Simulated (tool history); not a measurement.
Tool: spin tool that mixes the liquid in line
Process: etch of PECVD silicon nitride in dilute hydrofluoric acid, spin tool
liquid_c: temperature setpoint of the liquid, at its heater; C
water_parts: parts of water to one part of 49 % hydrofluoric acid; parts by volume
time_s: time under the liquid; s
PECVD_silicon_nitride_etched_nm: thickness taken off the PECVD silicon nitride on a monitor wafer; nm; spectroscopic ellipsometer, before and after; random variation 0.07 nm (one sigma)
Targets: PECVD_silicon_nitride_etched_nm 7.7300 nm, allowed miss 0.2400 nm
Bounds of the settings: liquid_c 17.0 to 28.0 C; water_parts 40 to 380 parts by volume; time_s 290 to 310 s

run,hour,liquid_c,water_parts,time_s,PECVD_silicon_nitride_etched_nm
1,0.0,20.0,210,290,5.0049
2,2.9,20.5,210,290,5.1717
3,5.3,20.5,210,290,5.2698
4,6.0,20.5,210,290,5.1866
5,14.3,20.5,155,290,6.9953
6,20.6,20.5,215,290,5.0697
7,22.8,21.0,215,290,5.2092
8,23.9,21.5,215,290,5.4801
9,30.5,21.5,215,290,5.3955
10,34.5,22.0,215,290,5.6845
11,37.0,22.5,215,290,5.7467
# hour 44.6: thermometer replaced
12,44.6,23.0,215,290,6.8437

5 next moves are on the table. One of them brings every result within its allowed miss. Which?
A,52.2,28.0,260,310,?
B,52.2,26.0,230,310,?
C,52.2,27.0,260,310,?
D,52.2,18.5,165,290,?
E,52.2,26.0,265,310,?

move,PECVD_silicon_nitride_etched_nm
A,8.1115
B,8.1328
C,7.6407
D,6.5061
E,7.0571
A: takes the result that was furthest off past its target
B: takes the result that was furthest off past its target
C: meets every target
D: further off than the last run
E: nearer than the last run, and not there yet
Move C is the one to make.
